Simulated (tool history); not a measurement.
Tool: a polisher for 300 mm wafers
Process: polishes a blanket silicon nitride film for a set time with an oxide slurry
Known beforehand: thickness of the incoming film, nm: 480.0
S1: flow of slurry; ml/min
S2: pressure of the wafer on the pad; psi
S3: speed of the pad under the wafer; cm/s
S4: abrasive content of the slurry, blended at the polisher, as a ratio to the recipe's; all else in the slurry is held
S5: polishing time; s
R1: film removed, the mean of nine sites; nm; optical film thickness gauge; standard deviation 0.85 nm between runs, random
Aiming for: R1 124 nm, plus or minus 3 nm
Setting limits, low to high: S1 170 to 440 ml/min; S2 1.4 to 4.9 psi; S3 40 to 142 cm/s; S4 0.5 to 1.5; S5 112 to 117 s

run	hour	S1	S2	S3	S4	S5	R1
1	0	280	3.1	90	1	112	55.169
2	0.9	285	3.7	98	1	112	67.84
3	4.3	285	3.7	98	1.1	112	70.887
4	13	285	3.7	98	1.1	117	73.733
5	17.7	285	3.7	76	1.1	117	61.379
6	25.2	290	4.1	92	1.1	117	78.518
7	31.7	295	4.4	102	1.1	117	89.538
8	34.2	295	4.6	110	1.1	117	99.521
9	35.1	295	4.7	116	1.1	117	105.46
10	36.6	295	4.8	122	1.1	117	110.66
11	39.9	300	4.8	126	1.1	117	114.64
12	41.5	300	4.8	128	1.1	117	114.54
13	50.4	300	4.8	132	1.1	117	118.36
# hour 52.9: worn pad replaced by a new one
14	52.9	300	4.8	134	1.1	117	132.46
15	60.8	300	4.6	134	1.1	117	128.05

Which of these 4 next moves meets every target?
A	68.7	345	4.9	140	0.9	113	?
B	68.7	325	4.9	132	1.15	112	?
C	68.7	370	4.9	128	1.2	117	?
D	68.7	285	4.9	124	1.15	115	?

move	R1
A	125.34
B	132.47
C	139.16
D	128.48
A: every result within its allowed miss
B: the biggest miss grows against the last run
C: the biggest miss grows against the last run
D: the biggest miss grows against the last run
A meets every target.

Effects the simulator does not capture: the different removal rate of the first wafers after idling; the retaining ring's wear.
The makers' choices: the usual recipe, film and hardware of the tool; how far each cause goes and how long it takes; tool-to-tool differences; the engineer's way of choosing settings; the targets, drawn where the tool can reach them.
